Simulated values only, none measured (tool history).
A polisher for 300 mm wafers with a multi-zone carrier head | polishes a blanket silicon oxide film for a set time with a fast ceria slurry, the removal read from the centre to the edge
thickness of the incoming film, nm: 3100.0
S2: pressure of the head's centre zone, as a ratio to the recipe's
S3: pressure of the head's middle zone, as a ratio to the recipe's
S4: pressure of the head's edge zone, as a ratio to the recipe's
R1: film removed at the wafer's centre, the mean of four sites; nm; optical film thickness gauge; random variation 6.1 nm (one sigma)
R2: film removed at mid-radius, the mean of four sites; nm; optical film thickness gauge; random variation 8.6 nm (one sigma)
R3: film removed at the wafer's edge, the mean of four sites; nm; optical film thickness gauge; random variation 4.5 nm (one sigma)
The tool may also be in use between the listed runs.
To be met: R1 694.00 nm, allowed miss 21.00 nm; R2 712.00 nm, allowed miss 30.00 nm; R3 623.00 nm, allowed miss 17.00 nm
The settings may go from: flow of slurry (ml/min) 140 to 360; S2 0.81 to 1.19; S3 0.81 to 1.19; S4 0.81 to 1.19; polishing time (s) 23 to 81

{"run": 1, "hour": 0.0, "flow of slurry (ml/min)": 230, "S2": 1.0, "S3": 1.0, "S4": 1.0, "polishing time (s)": 52, "R1": 815.51, "R2": 800.62, "R3": 793.83}
{"run": 2, "hour": 5.8, "flow of slurry (ml/min)": 255, "S2": 1.0, "S3": 1.0, "S4": 1.0, "polishing time (s)": 52, "R1": 835.9, "R2": 831.45, "R3": 790.31}
{"run": 3, "hour": 13.3, "flow of slurry (ml/min)": 255, "S2": 1.0, "S3": 1.0, "S4": 0.94, "polishing time (s)": 52, "R1": 836.4, "R2": 833.22, "R3": 768.32}
{"run": 4, "hour": 18.9, "flow of slurry (ml/min)": 255, "S2": 0.99, "S3": 0.99, "S4": 0.91, "polishing time (s)": 49, "R1": 776.92, "R2": 756.33, "R3": 724.32}
{"run": 5, "hour": 20.0, "flow of slurry (ml/min)": 255, "S2": 0.99, "S3": 0.99, "S4": 0.85, "polishing time (s)": 49, "R1": 779.68, "R2": 747.59, "R3": 703.15}
{"run": 6, "hour": 28.2, "flow of slurry (ml/min)": 250, "S2": 0.99, "S3": 1.01, "S4": 0.84, "polishing time (s)": 47, "R1": 739.56, "R2": 736.24, "R3": 663.96}
{"run": 7, "hour": 28.7, "flow of slurry (ml/min)": 235, "S2": 0.99, "S3": 1.02, "S4": 0.83, "polishing time (s)": 47, "R1": 735.8, "R2": 743.78, "R3": 659.27}
{"run": 8, "hour": 36.3, "flow of slurry (ml/min)": 225, "S2": 0.99, "S3": 1.02, "S4": 0.82, "polishing time (s)": 46, "R1": 714.07, "R2": 734.7, "R3": 633.7}
{"run": 9, "hour": 45.3, "flow of slurry (ml/min)": 220, "S2": 0.99, "S3": 1.01, "S4": 0.82, "polishing time (s)": 46, "R1": 708.36, "R2": 723.99, "R3": 631.69}

Which of these 5 next moves meets every target?
{"run": "A", "hour": 54.3, "flow of slurry (ml/min)": 200, "S2": 0.94, "S3": 0.88, "S4": 0.89, "polishing time (s)": 47, "R1": "?", "R2": "?", "R3": "?"}
{"run": "B", "hour": 54.3, "flow of slurry (ml/min)": 270, "S2": 0.98, "S3": 1.0, "S4": 0.82, "polishing time (s)": 44, "R1": "?", "R2": "?", "R3": "?"}
{"run": "C", "hour": 54.3, "flow of slurry (ml/min)": 205, "S2": 1.04, "S3": 1.1, "S4": 0.83, "polishing time (s)": 46, "R1": "?", "R2": "?", "R3": "?"}
{"run": "D", "hour": 54.3, "flow of slurry (ml/min)": 225, "S2": 1.02, "S3": 0.98, "S4": 0.83, "polishing time (s)": 46, "R1": "?", "R2": "?", "R3": "?"}
{"run": "E", "hour": 54.3, "flow of slurry (ml/min)": 245, "S2": 1.0, "S3": 1.0, "S4": 0.82, "polishing time (s)": 46, "R1": "?", "R2": "?", "R3": "?"}

move=A R1=685.37 R2=655.02 R3=665.19
move=B R1=698.09 R2=711.08 R3=618.26
move=C R1=739.11 R2=776.36 R3=630.94
move=D R1=737.08 R2=713.82 R3=638.60
move=E R1=733.50 R2=734.58 R3=640.58
A: brings the result that was furthest off to its target, and leaves another outside
B: meets every target
C: further off than the last run
D: further off than the last run
E: further off than the last run
The right move is B.
